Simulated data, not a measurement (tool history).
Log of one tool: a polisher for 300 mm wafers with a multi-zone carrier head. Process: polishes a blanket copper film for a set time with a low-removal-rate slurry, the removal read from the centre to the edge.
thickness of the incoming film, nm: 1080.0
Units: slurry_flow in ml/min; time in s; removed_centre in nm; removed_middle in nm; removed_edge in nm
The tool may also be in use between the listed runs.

{"run": 1, "hour": 0.0, "slurry_flow": 215, "centre_zone": 1, "middle_zone": 1, "edge_zone": 1, "slurry_solids": 1, "time": 53, "removed_centre": 139.62, "removed_middle": 144.03, "removed_edge": 143.84}
{"run": 2, "hour": 6.5, "slurry_flow": 220, "centre_zone": 1.02, "middle_zone": 1, "edge_zone": 1, "slurry_solids": 1, "time": 53, "removed_centre": 144.38, "removed_middle": 145.49, "removed_edge": 145.41}
{"run": 3, "hour": 10.4, "slurry_flow": 170, "centre_zone": 1.02, "middle_zone": 1, "edge_zone": 1, "slurry_solids": 1, "time": 53, "removed_centre": 140.49, "removed_middle": 140.85, "removed_edge": 142.55}
{"run": 4, "hour": 13.1, "slurry_flow": 170, "centre_zone": 1.05, "middle_zone": 1, "edge_zone": 1, "slurry_solids": 1, "time": 53, "removed_centre": 142.38, "removed_middle": 137.86, "removed_edge": 142.49}
{"run": 5, "hour": 16.7, "slurry_flow": 170, "centre_zone": 1.05, "middle_zone": 1, "edge_zone": 1, "slurry_solids": 1, "time": 47, "removed_centre": 128.65, "removed_middle": 129.7, "removed_edge": 126.63}
{"run": 6, "hour": 19.3, "slurry_flow": 175, "centre_zone": 1.07, "middle_zone": 1, "edge_zone": 1.01, "slurry_solids": 1.05, "time": 47, "removed_centre": 129.74, "removed_middle": 128.6, "removed_edge": 127.66}
{"run": 7, "hour": 21.0, "slurry_flow": 205, "centre_zone": 1.17, "middle_zone": 1.02, "edge_zone": 1, "slurry_solids": 1.3, "time": 57, "removed_centre": 183.53, "removed_middle": 169.76, "removed_edge": 168.98}
{"run": 8, "hour": 26.7, "slurry_flow": 205, "centre_zone": 1.17, "middle_zone": 1.01, "edge_zone": 0.99, "slurry_solids": 1.3, "time": 57, "removed_centre": 183.44, "removed_middle": 163.48, "removed_edge": 165.96}
{"run": 9, "hour": 33.6, "slurry_flow": 205, "centre_zone": 1.17, "middle_zone": 1.01, "edge_zone": 0.98, "slurry_solids": 1.3, "time": 57, "removed_centre": 184.29, "removed_middle": 168.87, "removed_edge": 165.09}
{"run": 10, "hour": 41.0, "slurry_flow": 205, "centre_zone": 1.17, "middle_zone": 1, "edge_zone": 0.98, "slurry_solids": 1.3, "time": 57, "removed_centre": 184.11, "removed_middle": 169.11, "removed_edge": 165.4}
{"run": 11, "hour": 49.0, "slurry_flow": 200, "centre_zone": 1.17, "middle_zone": 0.99, "edge_zone": 0.98, "slurry_solids": 1.3, "time": 57, "removed_centre": 186.06, "removed_middle": 160.84, "removed_edge": 162.87}

Forecast run 12:
{"run": 12, "hour": 52.2, "slurry_flow": 195, "centre_zone": 1.16, "middle_zone": 0.99, "edge_zone": 0.98, "slurry_solids": 1.3, "time": 57, "removed_centre": "?", "removed_middle": "?", "removed_edge": "?"}

{"run 12": {"removed_centre": 180.09, "removed_middle": 164.11, "removed_edge": 164.51}}
